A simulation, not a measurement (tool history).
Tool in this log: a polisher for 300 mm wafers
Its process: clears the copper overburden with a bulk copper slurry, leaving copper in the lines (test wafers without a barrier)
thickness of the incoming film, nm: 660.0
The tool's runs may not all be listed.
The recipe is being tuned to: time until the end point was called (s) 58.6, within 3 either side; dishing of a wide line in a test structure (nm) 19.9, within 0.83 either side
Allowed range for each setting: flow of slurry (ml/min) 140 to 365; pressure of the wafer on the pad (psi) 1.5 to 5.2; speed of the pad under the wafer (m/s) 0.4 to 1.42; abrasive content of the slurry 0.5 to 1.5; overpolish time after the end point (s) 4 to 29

run,hour,flow of slurry (ml/min),pressure of the wafer on the pad (psi),speed of the pad under the wafer (m/s),abrasive content of the slurry,overpolish time after the end point (s),time until the end point was called (s),dishing of a wide line in a test structure (nm)
1,0,235,3.3,0.9,1,15,76.702,21.83
2,2.4,235,3.3,0.9,0.8,15,80.013,21.949
3,7.1,235,3.3,0.9,0.8,20,77.226,22.358
4,8.8,235,3.3,0.94,0.95,16,73.798,22.268
5,17.1,235,4,0.94,0.95,16,61.314,22.767
6,23,235,4.7,0.94,0.95,16,51.026,22.937
7,31.8,240,4.3,0.88,0.95,9,60.733,21.811
8,39.5,250,4.3,0.88,1,8,60.701,21.471
9,43.3,315,4,0.92,1.25,4,56.812,17.355
10,45.2,305,4,0.92,1.2,5,57.411,19.21
11,50.9,300,4,0.92,1.2,5,57.844,19.246
12,55.7,295,4,0.92,1.2,5,57.69,18.567
13,61.4,360,3.9,0.9,1.2,12,58.531,22.101

Which one of the following 4 next-run settings gets every result inside its allowed miss? There is exactly one.
A,67.1,365,3.8,1.02,1.05,13,?,?
B,67.1,350,4.2,0.8,1.45,9,?,?
C,67.1,365,3.8,0.84,1.3,13,?,?
D,67.1,295,4.1,0.94,0.9,6,?,?

move,time until the end point was called (s),dishing of a wide line in a test structure (nm)
A,55.556,22.334
B,59.893,21.642
C,64.23,22.185
D,58.469,19.995
A: misses by more than the last run did
B: gains on the last run, yet a result remains outside its allowed miss
C: roughly where the last run was
D: every result within its allowed miss
The right move is D.
